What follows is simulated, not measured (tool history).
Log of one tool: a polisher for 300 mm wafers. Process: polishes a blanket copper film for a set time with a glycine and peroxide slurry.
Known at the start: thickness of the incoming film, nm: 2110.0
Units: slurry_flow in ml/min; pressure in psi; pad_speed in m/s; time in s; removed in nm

run  hour  slurry_flow  pressure  pad_speed  time  removed
  1     0          290       2.6       0.82    41   146.96
  2   6.1          290       2.9       0.82    41   164.58
  3  13.4          290       2.4       0.82    41   140.44
  4    22          290       2.4       0.82    41   140.33
  5  29.9          290       2.4       0.64    41   121.36
  6  34.5          290       2.4        0.8    41    137.2
  7  42.9          290       2.6        0.8    41   144.98
  8  47.5          290       2.8        0.8    41   154.97

Forecast run 9:
  9    54          290       2.9        0.8    41        ?

removed: 159.7 nm
